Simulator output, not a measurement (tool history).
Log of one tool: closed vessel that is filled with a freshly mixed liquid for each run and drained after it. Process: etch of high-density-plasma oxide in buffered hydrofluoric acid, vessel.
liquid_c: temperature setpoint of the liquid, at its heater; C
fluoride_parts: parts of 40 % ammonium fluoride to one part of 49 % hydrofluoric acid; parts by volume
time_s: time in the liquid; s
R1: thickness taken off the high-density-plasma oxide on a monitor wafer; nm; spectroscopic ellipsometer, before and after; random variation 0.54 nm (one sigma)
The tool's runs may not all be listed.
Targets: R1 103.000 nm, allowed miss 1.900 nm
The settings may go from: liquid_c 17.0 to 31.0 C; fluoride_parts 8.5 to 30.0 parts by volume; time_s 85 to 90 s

{"run": 1, "hour": 0.0, "liquid_c": 23.0, "fluoride_parts": 23.5, "time_s": 85, "R1": 47.653}
{"run": 2, "hour": 0.9, "liquid_c": 21.5, "fluoride_parts": 23.5, "time_s": 85, "R1": 43.38}
{"run": 3, "hour": 7.8, "liquid_c": 21.5, "fluoride_parts": 23.5, "time_s": 85, "R1": 43.682}
{"run": 4, "hour": 8.8, "liquid_c": 19.5, "fluoride_parts": 23.5, "time_s": 85, "R1": 39.213}
{"run": 5, "hour": 9.6, "liquid_c": 19.5, "fluoride_parts": 18.0, "time_s": 85, "R1": 48.272}
{"run": 6, "hour": 10.1, "liquid_c": 21.0, "fluoride_parts": 17.5, "time_s": 85, "R1": 53.82}
{"run": 7, "hour": 11.5, "liquid_c": 22.5, "fluoride_parts": 17.0, "time_s": 85, "R1": 60.46}
{"run": 8, "hour": 17.4, "liquid_c": 23.5, "fluoride_parts": 17.0, "time_s": 85, "R1": 63.469}

Which of these 4 next moves meets every target?
{"run": "A", "hour": 23.3, "liquid_c": 22.5, "fluoride_parts": 10.5, "time_s": 90, "R1": "?"}
{"run": "B", "hour": 23.3, "liquid_c": 25.5, "fluoride_parts": 10.5, "time_s": 90, "R1": "?"}
{"run": "C", "hour": 23.3, "liquid_c": 22.5, "fluoride_parts": 8.5, "time_s": 90, "R1": "?"}
{"run": "D", "hour": 23.3, "liquid_c": 27.0, "fluoride_parts": 11.5, "time_s": 90, "R1": "?"}

move=A R1=102.560
move=B R1=120.790
move=C R1=122.280
move=D R1=119.830
A: meets every target
B: takes the result that was furthest off past its target
C: takes the result that was furthest off past its target
D: takes the result that was furthest off past its target
Move A is the one to make.

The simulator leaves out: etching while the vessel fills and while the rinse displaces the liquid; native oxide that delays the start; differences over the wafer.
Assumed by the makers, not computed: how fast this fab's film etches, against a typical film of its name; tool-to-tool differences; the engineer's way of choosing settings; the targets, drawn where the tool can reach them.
